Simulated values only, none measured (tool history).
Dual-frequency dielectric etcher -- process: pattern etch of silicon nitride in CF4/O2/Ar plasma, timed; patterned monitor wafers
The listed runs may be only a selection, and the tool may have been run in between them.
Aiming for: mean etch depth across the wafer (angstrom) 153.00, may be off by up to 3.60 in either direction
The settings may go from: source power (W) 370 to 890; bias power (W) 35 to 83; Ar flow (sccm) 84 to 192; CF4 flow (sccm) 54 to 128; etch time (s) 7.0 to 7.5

run,hour,source power (W),bias power (W),Ar flow (sccm),CF4 flow (sccm),etch time (s),mean etch depth across the wafer (angstrom)
1,0.0,630,59,138,91,7.5,188.31
2,5.2,630,59,138,98,7.5,190.64
3,10.9,630,59,155,98,7.5,184.97
4,14.1,630,59,155,98,7.0,175.79
5,15.8,630,59,155,98,7.0,177.29
6,19.5,620,59,155,98,7.0,174.79
7,21.1,610,59,155,98,7.0,171.23
8,22.2,600,59,155,98,7.0,165.87
9,28.2,580,59,155,98,7.0,160.03
10,35.0,570,59,155,98,7.0,160.66

Which single option among these 5 for the next run brings every result within its allowed miss of target? Just one does.
A,41.8,440,70,186,107,7.5,?
B,41.8,510,45,144,99,7.5,?
C,41.8,550,64,157,106,7.0,?
D,41.8,550,64,180,88,7.5,?
E,41.8,590,42,162,86,7.5,?

move,mean etch depth across the wafer (angstrom)
A,143.89
B,145.52
C,162.04
D,164.73
E,155.15
A: pushes the last run's worst result past its target
B: pushes the last run's worst result past its target
C: its largest miss is bigger than the last run's
D: its largest miss is bigger than the last run's
E: each result inside its tolerance
Move E is the one to make.

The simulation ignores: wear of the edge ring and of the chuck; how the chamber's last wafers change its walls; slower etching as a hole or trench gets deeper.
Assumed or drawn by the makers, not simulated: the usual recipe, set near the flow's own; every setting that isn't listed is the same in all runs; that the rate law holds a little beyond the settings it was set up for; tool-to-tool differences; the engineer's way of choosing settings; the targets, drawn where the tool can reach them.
